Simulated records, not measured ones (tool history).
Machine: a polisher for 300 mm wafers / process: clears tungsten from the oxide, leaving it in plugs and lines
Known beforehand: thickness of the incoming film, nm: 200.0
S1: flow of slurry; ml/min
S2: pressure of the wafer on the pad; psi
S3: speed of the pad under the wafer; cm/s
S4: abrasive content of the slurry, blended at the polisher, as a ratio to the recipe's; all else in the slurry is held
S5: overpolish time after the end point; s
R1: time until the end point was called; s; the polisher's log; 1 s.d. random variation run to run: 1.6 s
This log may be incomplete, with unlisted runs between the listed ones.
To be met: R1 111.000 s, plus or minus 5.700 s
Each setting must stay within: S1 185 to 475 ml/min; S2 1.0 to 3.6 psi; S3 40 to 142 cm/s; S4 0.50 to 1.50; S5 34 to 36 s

{"run": 1, "hour": 0.0, "S1": 305, "S2": 2.3, "S3": 90, "S4": 1.0, "S5": 34, "R1": 60.924}
{"run": 2, "hour": 2.7, "S1": 305, "S2": 2.8, "S3": 90, "S4": 1.0, "S5": 34, "R1": 50.155}
{"run": 3, "hour": 7.6, "S1": 305, "S2": 3.2, "S3": 90, "S4": 1.0, "S5": 34, "R1": 43.685}
{"run": 4, "hour": 8.9, "S1": 305, "S2": 3.4, "S3": 90, "S4": 1.0, "S5": 34, "R1": 41.498}
{"run": 5, "hour": 10.9, "S1": 305, "S2": 3.0, "S3": 86, "S4": 1.0, "S5": 34, "R1": 48.899}
{"run": 6, "hour": 14.1, "S1": 305, "S2": 3.0, "S3": 86, "S4": 1.0, "S5": 34, "R1": 49.661}
{"run": 7, "hour": 17.6, "S1": 305, "S2": 2.7, "S3": 84, "S4": 1.0, "S5": 34, "R1": 55.828}
{"run": 8, "hour": 18.1, "S1": 305, "S2": 2.4, "S3": 82, "S4": 1.0, "S5": 34, "R1": 63.374}
{"run": 9, "hour": 20.0, "S1": 305, "S2": 2.2, "S3": 80, "S4": 1.0, "S5": 34, "R1": 70.98}
{"run": 10, "hour": 22.5, "S1": 305, "S2": 2.0, "S3": 80, "S4": 1.0, "S5": 34, "R1": 77.225}
{"run": 11, "hour": 31.1, "S1": 305, "S2": 1.8, "S3": 80, "S4": 1.0, "S5": 34, "R1": 85.148}
{"run": 12, "hour": 33.1, "S1": 305, "S2": 1.7, "S3": 80, "S4": 1.0, "S5": 34, "R1": 88.325}
{"run": 13, "hour": 39.7, "S1": 305, "S2": 1.1, "S3": 78, "S4": 1.0, "S5": 34, "R1": 142.16}
{"run": 14, "hour": 41.7, "S1": 305, "S2": 1.2, "S3": 78, "S4": 1.0, "S5": 34, "R1": 126.15}
{"run": 15, "hour": 47.2, "S1": 305, "S2": 1.3, "S3": 78, "S4": 1.0, "S5": 34, "R1": 116.77}

4 next moves are on the table. One of them brings every result within its allowed miss. Which?
{"run": "A", "hour": 52.7, "S1": 265, "S2": 1.3, "S3": 74, "S4": 1.0, "S5": 34, "R1": "?"}
{"run": "B", "hour": 52.7, "S1": 280, "S2": 1.5, "S3": 78, "S4": 1.25, "S5": 34, "R1": "?"}
{"run": "C", "hour": 52.7, "S1": 265, "S2": 1.1, "S3": 98, "S4": 1.1, "S5": 34, "R1": "?"}
{"run": "D", "hour": 52.7, "S1": 335, "S2": 1.3, "S3": 70, "S4": 1.1, "S5": 34, "R1": "?"}

move=A R1=128.620
move=B R1=100.890
move=C R1=111.680
move=D R1=129.710
A: moves away from the targets compared with the last run
B: takes the result that was furthest off past its target
C: every result within its allowed miss
D: moves away from the targets compared with the last run
So the answer is move C, the one that meets all the targets.
